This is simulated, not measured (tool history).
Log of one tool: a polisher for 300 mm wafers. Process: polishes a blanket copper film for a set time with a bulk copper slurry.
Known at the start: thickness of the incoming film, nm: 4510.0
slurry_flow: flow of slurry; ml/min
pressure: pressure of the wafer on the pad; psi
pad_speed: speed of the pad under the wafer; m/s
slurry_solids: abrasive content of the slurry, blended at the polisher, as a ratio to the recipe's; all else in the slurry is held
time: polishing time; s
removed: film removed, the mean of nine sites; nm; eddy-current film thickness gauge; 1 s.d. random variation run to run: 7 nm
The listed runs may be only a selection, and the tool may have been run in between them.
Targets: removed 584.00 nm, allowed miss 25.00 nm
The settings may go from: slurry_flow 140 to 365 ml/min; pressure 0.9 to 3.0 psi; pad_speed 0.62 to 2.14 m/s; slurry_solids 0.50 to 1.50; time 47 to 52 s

{"run": 1, "hour": 0.0, "slurry_flow": 235, "pressure": 1.9, "pad_speed": 1.38, "slurry_solids": 1.0, "time": 52, "removed": 377.62}
{"run": 2, "hour": 8.5, "slurry_flow": 235, "pressure": 2.1, "pad_speed": 1.38, "slurry_solids": 1.0, "time": 52, "removed": 414.66}
{"run": 3, "hour": 17.3, "slurry_flow": 235, "pressure": 1.8, "pad_speed": 1.38, "slurry_solids": 1.0, "time": 52, "removed": 352.4}
{"run": 4, "hour": 21.3, "slurry_flow": 235, "pressure": 2.0, "pad_speed": 1.38, "slurry_solids": 1.0, "time": 52, "removed": 393.99}
{"run": 5, "hour": 24.2, "slurry_flow": 235, "pressure": 2.0, "pad_speed": 1.38, "slurry_solids": 1.0, "time": 52, "removed": 395.71}
{"run": 6, "hour": 26.4, "slurry_flow": 280, "pressure": 2.0, "pad_speed": 1.38, "slurry_solids": 1.0, "time": 52, "removed": 395.36}
{"run": 7, "hour": 32.4, "slurry_flow": 280, "pressure": 2.2, "pad_speed": 1.38, "slurry_solids": 1.0, "time": 52, "removed": 446.15}
{"run": 8, "hour": 39.4, "slurry_flow": 280, "pressure": 2.3, "pad_speed": 1.38, "slurry_solids": 1.0, "time": 52, "removed": 455.52}
{"run": 9, "hour": 41.5, "slurry_flow": 280, "pressure": 2.4, "pad_speed": 1.38, "slurry_solids": 1.0, "time": 52, "removed": 471.99}

Of the 4 settings listed for the next run, only one would bring every result within its allowed miss of target. Which one?
{"run": "A", "hour": 43.6, "slurry_flow": 335, "pressure": 2.4, "pad_speed": 1.08, "slurry_solids": 1.2, "time": 52, "removed": "?"}
{"run": "B", "hour": 43.6, "slurry_flow": 255, "pressure": 2.7, "pad_speed": 1.92, "slurry_solids": 0.7, "time": 52, "removed": "?"}
{"run": "C", "hour": 43.6, "slurry_flow": 255, "pressure": 2.8, "pad_speed": 1.58, "slurry_solids": 1.05, "time": 48, "removed": "?"}
{"run": "D", "hour": 43.6, "slurry_flow": 280, "pressure": 2.3, "pad_speed": 1.32, "slurry_solids": 0.95, "time": 49, "removed": "?"}

move=A removed=400.23
move=B removed=666.43
move=C removed=584.47
move=D removed=407.18
A: lands further from the targets than the last run did
B: the result that was furthest off in the last run now lies on the other side of its target
C: meets every target
D: lands further from the targets than the last run did
The move that meets every target is C.

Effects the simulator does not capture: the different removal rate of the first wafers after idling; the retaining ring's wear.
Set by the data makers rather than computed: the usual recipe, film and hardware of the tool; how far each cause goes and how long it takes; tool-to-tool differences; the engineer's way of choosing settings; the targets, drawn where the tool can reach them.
